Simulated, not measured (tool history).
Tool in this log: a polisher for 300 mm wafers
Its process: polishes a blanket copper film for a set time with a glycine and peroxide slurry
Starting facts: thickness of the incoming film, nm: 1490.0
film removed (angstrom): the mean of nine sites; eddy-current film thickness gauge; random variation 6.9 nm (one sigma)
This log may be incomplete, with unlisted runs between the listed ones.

| run | hour | flow of slurry (ml/min) | pressure of the wafer on the pad (psi) | speed of the pad under the wafer (m/s) | polishing time (s) | film removed (angstrom) |
|---|---|---|---|---|---|---|
| 1 | 0.0 | 315 | 2.5 | 1.08 | 84 | 4712.5 |
| 2 | 8.5 | 315 | 2.0 | 1.08 | 84 | 4027.0 |
| 3 | 13.6 | 315 | 2.6 | 1.10 | 84 | 4961.6 |
| 4 | 17.5 | 315 | 2.6 | 1.10 | 84 | 5000.1 |
| 5 | 21.2 | 375 | 2.6 | 1.10 | 84 | 5124.4 |
| 6 | 25.1 | 375 | 2.6 | 0.88 | 84 | 4200.3 |
| 7 | 26.6 | 380 | 3.1 | 0.94 | 84 | 5132.3 |
| 8 | 28.6 | 385 | 3.4 | 1.00 | 84 | 5828.5 |
| 9 | 37.1 | 385 | 3.6 | 1.04 | 84 | 6305.1 |
| 10 | 44.2 | 385 | 3.7 | 1.08 | 84 | 6587.1 |

The next listed run, before its measurement:
| 11 | 51.2 | 385 | 3.8 | 1.12 | 84 | ? |

film removed (angstrom): 7115.5
